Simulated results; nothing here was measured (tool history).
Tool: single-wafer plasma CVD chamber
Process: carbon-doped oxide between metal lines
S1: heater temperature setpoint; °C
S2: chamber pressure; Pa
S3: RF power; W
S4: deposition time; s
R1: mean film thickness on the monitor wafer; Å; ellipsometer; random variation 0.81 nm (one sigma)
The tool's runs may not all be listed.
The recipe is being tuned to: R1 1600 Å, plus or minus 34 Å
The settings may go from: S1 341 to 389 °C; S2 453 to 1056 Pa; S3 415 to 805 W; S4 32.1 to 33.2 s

{"run": 1, "hour": 0.0, "S1": 365, "S2": 755, "S3": 610, "S4": 32.1, "R1": 1729.4}
{"run": 2, "hour": 8.7, "S1": 360, "S2": 755, "S3": 610, "S4": 32.1, "R1": 1760.1}
{"run": 3, "hour": 17.2, "S1": 363, "S2": 721, "S3": 600, "S4": 32.1, "R1": 1714}
{"run": 4, "hour": 18.4, "S1": 363, "S2": 665, "S3": 600, "S4": 32.1, "R1": 1711.8}
{"run": 5, "hour": 20.7, "S1": 363, "S2": 665, "S3": 600, "S4": 33.2, "R1": 1765.5}
{"run": 6, "hour": 22.8, "S1": 363, "S2": 589, "S3": 600, "S4": 33.2, "R1": 1744}
{"run": 7, "hour": 23.4, "S1": 365, "S2": 557, "S3": 590, "S4": 33.2, "R1": 1705.2}
{"run": 8, "hour": 30.0, "S1": 367, "S2": 532, "S3": 585, "S4": 33.2, "R1": 1669.7}
{"run": 9, "hour": 35.6, "S1": 369, "S2": 517, "S3": 580, "S4": 33.2, "R1": 1647.5}
{"run": 10, "hour": 43.1, "S1": 370, "S2": 507, "S3": 580, "S4": 33.2, "R1": 1643.1}
{"run": 11, "hour": 52.0, "S1": 371, "S2": 496, "S3": 580, "S4": 33.2, "R1": 1626.4}

Of the 4 settings listed for the next run, only one would bring every result within its allowed miss of target. Which one?
{"run": "A", "hour": 60.9, "S1": 366, "S2": 504, "S3": 565, "S4": 32.6, "R1": "?"}
{"run": "B", "hour": 60.9, "S1": 361, "S2": 511, "S3": 565, "S4": 33.2, "R1": "?"}
{"run": "C", "hour": 60.9, "S1": 374, "S2": 528, "S3": 625, "S4": 32.4, "R1": "?"}
{"run": "D", "hour": 60.9, "S1": 358, "S2": 623, "S3": 585, "S4": 32.1, "R1": "?"}

move=A R1=1604
move=B R1=1658.4
move=C R1=1659.2
move=D R1=1694
A: all results land within tolerance of their targets
B: misses by more than the last run did
C: misses by more than the last run did
D: misses by more than the last run did
The right move is A.
